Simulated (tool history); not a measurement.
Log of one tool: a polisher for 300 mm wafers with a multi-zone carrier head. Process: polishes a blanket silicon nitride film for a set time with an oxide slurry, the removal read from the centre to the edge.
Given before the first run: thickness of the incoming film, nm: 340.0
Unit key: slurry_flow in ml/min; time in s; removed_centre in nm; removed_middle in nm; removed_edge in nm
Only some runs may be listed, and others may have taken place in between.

run  hour  slurry_flow  centre_zone  middle_zone  edge_zone  slurry_solids  time  removed_centre  removed_middle  removed_edge
  1     0          280            1            1          1              1    37          20.831           20.41        20.944
  2   1.1          280            1            1       0.98            0.9    36          18.838          18.408        18.568
  3   6.5          280            1            1       0.98            0.9    42          21.647           21.66        21.984
  4  11.4          280            1         0.99       0.96           0.85    41          20.359          20.144        20.353
  5  15.2          280            1         0.98       0.94            0.8    41          19.386          18.784        19.073
  6  20.6          280            1         0.98       0.94           0.95    41          21.968          21.275        21.924

Run 7 comes next. What will it give?
  7  28.2          285            1         0.98       0.93            0.9    41               ?               ?             ?

{"run 7": {"removed_centre": 21.73, "removed_middle": 20.584, "removed_edge": 21.031}}

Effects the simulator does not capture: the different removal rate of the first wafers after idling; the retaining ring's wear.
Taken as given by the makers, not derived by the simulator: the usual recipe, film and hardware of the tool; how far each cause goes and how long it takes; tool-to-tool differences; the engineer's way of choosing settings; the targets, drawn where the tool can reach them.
